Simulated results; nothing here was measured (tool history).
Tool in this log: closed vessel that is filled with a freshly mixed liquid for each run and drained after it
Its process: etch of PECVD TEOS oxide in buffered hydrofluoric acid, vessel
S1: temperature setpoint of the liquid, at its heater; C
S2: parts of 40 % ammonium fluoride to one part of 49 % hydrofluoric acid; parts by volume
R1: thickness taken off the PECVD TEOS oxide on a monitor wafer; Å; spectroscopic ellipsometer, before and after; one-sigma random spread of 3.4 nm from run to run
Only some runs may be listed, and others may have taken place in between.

Run 1, hour 0.0: S1 24.0 C, S2 10.5 parts by volume, time in the liquid (s) 105. Result: R1 3247.5 Å.
Run 2, hour 3.6: S1 24.5 C, S2 10.5 parts by volume, time in the liquid (s) 105. Result: R1 3343.4 Å.
Run 3, hour 6.0: S1 24.5 C, S2 11.5 parts by volume, time in the liquid (s) 105. Result: R1 3079.2 Å.
Run 4, hour 12.4: S1 24.5 C, S2 11.5 parts by volume, time in the liquid (s) 110. Result: R1 3266.8 Å.
Run 5, hour 15.6: S1 24.5 C, S2 11.5 parts by volume, time in the liquid (s) 105. Result: R1 3075.5 Å.
Run 6, hour 16.7: S1 25.0 C, S2 11.5 parts by volume, time in the liquid (s) 105. Result: R1 3122.6 Å.
Run 7, hour 20.6: S1 25.5 C, S2 11.5 parts by volume, time in the liquid (s) 105. Result: R1 3221.8 Å.
Run 8, hour 22.8: S1 26.0 C, S2 11.5 parts by volume, time in the liquid (s) 105. Result: R1 3342.0 Å.

What does the tool deliver on the next run?
Run 9, hour 26.1: S1 26.5 C, S2 11.5 parts by volume, time in the liquid (s) 105. Result: R1 ?.

{"run 9": {"R1": 3411.8}}
